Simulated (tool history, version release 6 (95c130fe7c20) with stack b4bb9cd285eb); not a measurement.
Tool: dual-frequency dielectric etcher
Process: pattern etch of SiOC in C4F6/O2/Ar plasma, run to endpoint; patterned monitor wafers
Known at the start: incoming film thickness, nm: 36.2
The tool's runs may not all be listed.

Run 1, hour 0: bias power (kW) 0.35, source power (kW) 0.42. Result: endpoint time (s) 13.324.
Run 2, hour 3: bias power (kW) 0.325, source power (kW) 0.4. Result: endpoint time (s) 14.2.
Run 3, hour 7.6: bias power (kW) 0.311, source power (kW) 0.4. Result: endpoint time (s) 14.374.
Run 4, hour 16.3: bias power (kW) 0.298, source power (kW) 0.4. Result: endpoint time (s) 14.855.
Run 5, hour 22.6: bias power (kW) 0.328, source power (kW) 0.4. Result: endpoint time (s) 14.082.
Run 6, hour 26.4: bias power (kW) 0.314, source power (kW) 0.4. Result: endpoint time (s) 14.427.

Forecast run 7:
Run 7, hour 32.4: bias power (kW) 0.303, source power (kW) 0.4. Result: endpoint time (s) ?.

endpoint time (s): 14.734
